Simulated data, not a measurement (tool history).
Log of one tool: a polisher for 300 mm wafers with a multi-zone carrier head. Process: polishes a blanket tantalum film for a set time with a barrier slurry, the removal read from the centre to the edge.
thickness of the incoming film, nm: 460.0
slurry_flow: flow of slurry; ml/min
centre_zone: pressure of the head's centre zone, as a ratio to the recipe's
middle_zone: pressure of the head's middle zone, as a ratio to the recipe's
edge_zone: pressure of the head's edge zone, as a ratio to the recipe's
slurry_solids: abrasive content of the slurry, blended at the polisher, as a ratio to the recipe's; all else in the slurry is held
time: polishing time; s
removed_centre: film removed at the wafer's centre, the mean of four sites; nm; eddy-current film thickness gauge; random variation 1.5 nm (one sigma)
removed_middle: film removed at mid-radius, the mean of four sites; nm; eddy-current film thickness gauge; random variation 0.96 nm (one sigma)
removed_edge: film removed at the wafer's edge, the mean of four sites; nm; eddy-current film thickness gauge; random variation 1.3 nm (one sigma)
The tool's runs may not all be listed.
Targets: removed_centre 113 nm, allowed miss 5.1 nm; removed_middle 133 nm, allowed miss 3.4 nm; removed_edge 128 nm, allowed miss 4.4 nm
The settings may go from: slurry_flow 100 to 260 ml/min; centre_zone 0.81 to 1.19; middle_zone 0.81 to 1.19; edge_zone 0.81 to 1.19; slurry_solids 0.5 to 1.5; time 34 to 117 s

| run | hour | slurry_flow | centre_zone | middle_zone | edge_zone | slurry_solids | time | removed_centre | removed_middle | removed_edge |
|---|---|---|---|---|---|---|---|---|---|---|
| 1 | 0 | 165 | 1 | 1 | 1 | 1 | 75 | 101.54 | 104.84 | 106.48 |
| 2 | 8.3 | 185 | 0.99 | 1.04 | 1.05 | 1.05 | 75 | 105.08 | 112.11 | 110.47 |
| 3 | 10.8 | 190 | 0.97 | 1.06 | 1.08 | 1.15 | 76 | 108.8 | 119.05 | 117.2 |
| 4 | 13.6 | 190 | 0.97 | 1.06 | 1.08 | 1.25 | 76 | 113.08 | 120.24 | 118.34 |
| 5 | 20.3 | 205 | 0.95 | 1.07 | 1.1 | 1.25 | 76 | 107.71 | 120.68 | 119.4 |
| 6 | 25 | 205 | 0.95 | 1.09 | 1.12 | 1.3 | 76 | 110.2 | 124.55 | 122.62 |
| 7 | 33.3 | 205 | 0.95 | 1.09 | 1.12 | 1.3 | 76 | 109.11 | 124.88 | 123.18 |
| 8 | 34.9 | 210 | 0.96 | 1.11 | 1.13 | 1.3 | 76 | 110.92 | 128.52 | 123.84 |
| 9 | 36.3 | 230 | 0.95 | 1.12 | 1.16 | 1.3 | 76 | 109.78 | 129.11 | 125.9 |

4 next moves are on the table. One of them brings every result within its allowed miss. Which?
| A | 37.7 | 105 | 0.95 | 1.07 | 1.19 | 1.25 | 82 | ? | ? | ? |
| B | 37.7 | 215 | 0.93 | 1.1 | 1.12 | 1.3 | 79 | ? | ? | ? |
| C | 37.7 | 240 | 0.87 | 1.08 | 1.17 | 1.2 | 78 | ? | ? | ? |
| D | 37.7 | 220 | 0.97 | 1.07 | 1.1 | 1.3 | 77 | ? | ? | ? |

| move | removed_centre | removed_middle | removed_edge |
|---|---|---|---|
| A | 103.76 | 119.3 | 123.6 |
| B | 112.09 | 132.52 | 125.89 |
| C | 104.02 | 128.37 | 126.29 |
| D | 113.8 | 126.48 | 121.88 |
A: further off than the last run
B: meets every target
C: further off than the last run
D: further off than the last run
Move B is the one to make.

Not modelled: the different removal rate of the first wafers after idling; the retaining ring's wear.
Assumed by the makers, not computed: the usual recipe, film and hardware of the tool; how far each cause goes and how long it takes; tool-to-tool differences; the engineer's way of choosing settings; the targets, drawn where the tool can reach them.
